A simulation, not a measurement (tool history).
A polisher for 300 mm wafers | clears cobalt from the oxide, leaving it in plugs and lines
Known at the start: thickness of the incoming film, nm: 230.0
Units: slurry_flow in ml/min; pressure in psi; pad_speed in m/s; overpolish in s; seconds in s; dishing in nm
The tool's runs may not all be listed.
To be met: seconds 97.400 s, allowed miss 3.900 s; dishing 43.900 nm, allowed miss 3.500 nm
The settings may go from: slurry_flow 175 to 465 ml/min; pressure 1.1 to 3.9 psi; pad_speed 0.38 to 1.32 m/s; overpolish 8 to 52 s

run    day  slurry_flow  pressure  pad_speed  overpolish  seconds  dishing
  1  0.000          295       2.5       0.84          26   50.525   54.766
  2  0.321          295       2.5       0.94          26   46.407   56.132
  3  0.625          295       2.3       0.90          26   51.488   52.478
  4  0.938          295       2.1       0.86          28   58.050   56.984
  5  1.221          295       1.9       0.84          26   65.599   51.606
  6  1.521          295       1.8       0.84          25   68.333   49.429
  7  1.625          295       1.7       0.84          25   70.636   48.128
  8  1.721          295       1.6       0.82          25   78.604   46.800
  9  2.029          295       1.1       0.82          25  107.950   38.467

4 next moves are on the table. One of them brings every result within its allowed miss. Which?
  A  2.338          240       1.2       0.80          21        ?        ?
  B  2.338          350       1.1       0.92          23        ?        ?
  C  2.338          310       1.2       0.84          23        ?        ?
  D  2.338          330       1.3       0.76          29        ?        ?

move  seconds  dishing
   A  103.730   33.666
   B   95.461   37.763
   C   96.769   37.437
   D   97.640   42.851
A: further off than the last run
B: brings the result that was furthest off to its target, and leaves another outside
C: brings the result that was furthest off to its target, and leaves another outside
D: meets every target
Answer: D
